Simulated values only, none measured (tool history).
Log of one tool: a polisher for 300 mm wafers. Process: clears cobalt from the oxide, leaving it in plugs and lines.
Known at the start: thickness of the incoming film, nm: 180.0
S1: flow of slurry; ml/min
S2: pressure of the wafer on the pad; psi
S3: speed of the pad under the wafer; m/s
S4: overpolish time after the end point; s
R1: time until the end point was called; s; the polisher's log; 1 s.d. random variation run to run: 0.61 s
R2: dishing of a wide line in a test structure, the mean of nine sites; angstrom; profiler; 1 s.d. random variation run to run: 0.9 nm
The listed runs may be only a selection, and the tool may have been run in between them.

| run | hour | S1 | S2 | S3 | S4 | R1 | R2 |
|---|---|---|---|---|---|---|---|
| 1 | 0 | 220 | 2.4 | 1.02 | 26 | 35.238 | 674.67 |
| 2 | 8.7 | 220 | 2.4 | 1.02 | 21 | 36.154 | 599.32 |
| 3 | 11.2 | 220 | 2.5 | 1.02 | 17 | 34.948 | 568.29 |
| 4 | 12.9 | 245 | 2.5 | 1.02 | 17 | 34.324 | 554.57 |
| 5 | 18.2 | 245 | 2.5 | 1.02 | 12 | 32.377 | 459.69 |
| 6 | 23.5 | 245 | 2.5 | 1.02 | 21 | 34.295 | 626.96 |
| 7 | 27.1 | 215 | 2.3 | 1.12 | 17 | 33.857 | 570.94 |
| 8 | 35 | 215 | 2.3 | 1.12 | 17 | 35.333 | 550.69 |
| 9 | 43.3 | 215 | 2.3 | 1.12 | 17 | 34.113 | 557.48 |
| 10 | 45.8 | 250 | 2.2 | 1.14 | 15 | 35.556 | 505.25 |
| 11 | 52.5 | 275 | 2.2 | 1.16 | 13 | 32.68 | 504.01 |

Estimate the outcome of run 12 from the log above:
| 12 | 53.2 | 335 | 1.8 | 1.16 | 8 | ? | ? |

{"run 12": {"R1": 39.952, "R2": 306.11}}
